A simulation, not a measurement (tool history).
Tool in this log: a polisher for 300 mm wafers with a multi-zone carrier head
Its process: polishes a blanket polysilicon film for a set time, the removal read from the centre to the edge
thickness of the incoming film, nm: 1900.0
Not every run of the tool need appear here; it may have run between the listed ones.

| run | hour | flow of slurry (ml/min) | pressure of the head's centre zone | pressure of the head's middle zone | pressure of the head's edge zone | polishing time (s) | film removed at the wafer's centre (nm) | film removed at mid-radius (nm) | film removed at the wafer's edge (nm) |
|---|---|---|---|---|---|---|---|---|---|
| 1 | 0.0 | 180 | 1.00 | 1.00 | 1.00 | 42 | 395.91 | 394.92 | 399.19 |
| 2 | 5.5 | 195 | 1.03 | 0.99 | 1.03 | 42 | 406.61 | 394.61 | 403.90 |
| 3 | 11.4 | 195 | 1.03 | 0.91 | 1.03 | 42 | 412.53 | 371.21 | 406.11 |
| 4 | 14.3 | 195 | 1.03 | 0.91 | 1.03 | 32 | 315.17 | 279.97 | 306.06 |
| 5 | 19.1 | 195 | 1.03 | 0.91 | 1.03 | 24 | 237.26 | 209.73 | 230.06 |
| 6 | 20.1 | 195 | 1.03 | 0.91 | 1.03 | 19 | 186.80 | 165.09 | 182.91 |
| 7 | 28.0 | 210 | 1.04 | 0.90 | 1.05 | 23 | 228.84 | 203.17 | 225.67 |
| 8 | 31.7 | 210 | 1.04 | 0.90 | 1.05 | 23 | 226.36 | 203.92 | 223.24 |
| 9 | 38.2 | 215 | 1.07 | 0.88 | 1.07 | 27 | 276.61 | 236.96 | 265.28 |
| 10 | 47.1 | 225 | 1.09 | 0.87 | 1.09 | 29 | 304.41 | 254.23 | 288.20 |
| 11 | 55.7 | 235 | 1.10 | 0.87 | 1.11 | 31 | 333.35 | 266.01 | 310.55 |

Run 12, settings as shown, results not yet in. Your forecast:
| 12 | 61.2 | 235 | 1.10 | 0.88 | 1.12 | 33 | ? | ? | ? |

{"run 12": {"film removed at the wafer's centre (nm)": 351.29, "film removed at mid-radius (nm)": 291.83, "film removed at the wafer's edge (nm)": 331.3}}
